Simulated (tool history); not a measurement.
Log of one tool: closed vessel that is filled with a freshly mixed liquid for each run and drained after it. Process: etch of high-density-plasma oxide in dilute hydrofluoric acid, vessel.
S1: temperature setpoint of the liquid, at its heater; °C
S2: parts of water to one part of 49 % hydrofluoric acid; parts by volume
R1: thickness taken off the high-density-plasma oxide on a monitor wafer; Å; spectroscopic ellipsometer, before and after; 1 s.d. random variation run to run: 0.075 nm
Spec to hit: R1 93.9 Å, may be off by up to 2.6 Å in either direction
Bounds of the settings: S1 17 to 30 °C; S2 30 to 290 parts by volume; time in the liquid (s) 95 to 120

Run 1, hour 0: S1 22 °C, S2 160 parts by volume, time in the liquid (s) 120. Result: R1 41.276 Å.
Run 2, hour 5.3: S1 22 °C, S2 195 parts by volume, time in the liquid (s) 120. Result: R1 32.759 Å.
Run 3, hour 9.5: S1 22 °C, S2 195 parts by volume, time in the liquid (s) 95. Result: R1 26.034 Å.
Run 4, hour 13.3: S1 22 °C, S2 235 parts by volume, time in the liquid (s) 95. Result: R1 20.687 Å.
Run 5, hour 15.8: S1 22 °C, S2 265 parts by volume, time in the liquid (s) 95. Result: R1 17.986 Å.
Run 6, hour 17.9: S1 24.5 °C, S2 190 parts by volume, time in the liquid (s) 95. Result: R1 29.749 Å.
Run 7, hour 24: S1 26 °C, S2 135 parts by volume, time in the liquid (s) 95. Result: R1 47.207 Å.
Run 8, hour 28.1: S1 27 °C, S2 105 parts by volume, time in the liquid (s) 95. Result: R1 65.012 Å.
Run 9, hour 31.4: S1 28 °C, S2 95 parts by volume, time in the liquid (s) 95. Result: R1 75.694 Å.
Run 10, hour 33: S1 28.5 °C, S2 90 parts by volume, time in the liquid (s) 95. Result: R1 82.426 Å.
Run 11, hour 40.8: S1 29 °C, S2 90 parts by volume, time in the liquid (s) 95. Result: R1 82.732 Å.
Run 12, hour 47.8: S1 29.5 °C, S2 85 parts by volume, time in the liquid (s) 95. Result: R1 91.103 Å.

5 candidate next runs follow, results not yet known. Just one meets every target within its allowed miss. Identify it.
Run A, hour 54.8: S1 30 °C, S2 95 parts by volume, time in the liquid (s) 115. Result: R1 ?.
Run B, hour 54.8: S1 30 °C, S2 90 parts by volume, time in the liquid (s) 95. Result: R1 ?.
Run C, hour 54.8: S1 28 °C, S2 85 parts by volume, time in the liquid (s) 105. Result: R1 ?.
Run D, hour 54.8: S1 29 °C, S2 90 parts by volume, time in the liquid (s) 100. Result: R1 ?.
Run E, hour 54.8: S1 30 °C, S2 95 parts by volume, time in the liquid (s) 100. Result: R1 ?.

move      R1
   A  100.33
   B  88.112
   C  96.198
   D  89.292
   E  87.242
A: pushes the last run's worst result past its target
B: lands further from the targets than the last run did
C: each result inside its tolerance
D: lands further from the targets than the last run did
E: lands further from the targets than the last run did
Go with C: it meets all targets.
